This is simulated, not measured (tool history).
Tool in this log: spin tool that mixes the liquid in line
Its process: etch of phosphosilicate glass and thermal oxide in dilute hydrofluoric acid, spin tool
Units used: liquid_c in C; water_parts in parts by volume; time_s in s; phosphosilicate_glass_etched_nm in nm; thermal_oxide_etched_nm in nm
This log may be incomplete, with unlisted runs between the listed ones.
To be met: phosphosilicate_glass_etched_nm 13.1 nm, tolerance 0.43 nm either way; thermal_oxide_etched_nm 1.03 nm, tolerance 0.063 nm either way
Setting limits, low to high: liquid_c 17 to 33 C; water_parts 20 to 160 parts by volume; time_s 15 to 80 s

run  hour  liquid_c  water_parts  time_s  phosphosilicate_glass_etched_nm  thermal_oxide_etched_nm
  1     0        25           90      40                           27.911                   2.2289
  2   5.5        23          100      40                           23.039                   1.8408
  3  13.7        23          100      55                           31.549                   2.4248
  4  16.5        23           75      55                           43.773                   3.4238
  5  22.6        24           75      55                            45.92                   3.5573
  6  23.4      22.5           95      55                           32.833                   2.7205
  7  24.6      25.5          130      45                           21.357                   1.6592
  8  27.1      23.5          130      45                           19.796                   1.5401
  9  35.6        22          135      45                           18.265                   1.3728
 10  43.8        22          140      45                           17.247                   1.3726
 11  45.8      21.5          145      45                           16.103                   1.2762
 12  47.7        21          150      45                           15.178                   1.2315
 13    55      21.5          155      45                           15.009                   1.1929
 14    57        21          155      45                           14.576                    1.148
 15  58.2        21          155      45                           14.644                   1.1412
 16  67.1      20.5          155      45                           14.302                   1.1424
 17  74.1        20          160      45                           13.231                   1.0634
 18  81.4      20.5          160      45                           13.952                   1.1127
 19  83.1        20          160      45                           13.708                   1.0454
 20  86.9      20.5          160      45                           13.709                   1.1038

Pick the move, out of 4, that brings all results within their allowed miss; only one does.
  A  90.7      18.5          160      50                                ?                        ?
  B  90.7      22.5          145      35                                ?                        ?
  C  90.7        21          160      45                                ?                        ?
  D  90.7        28          115      25                                ?                        ?

move  phosphosilicate_glass_etched_nm  thermal_oxide_etched_nm
   A                           14.229                   1.1342
   B                           13.079                   1.0425
   C                           14.141                   1.1272
   D                            15.08                    1.202
A: misses by more than the last run did
B: all results in spec
C: misses by more than the last run did
D: misses by more than the last run did
Move B is the one to make.
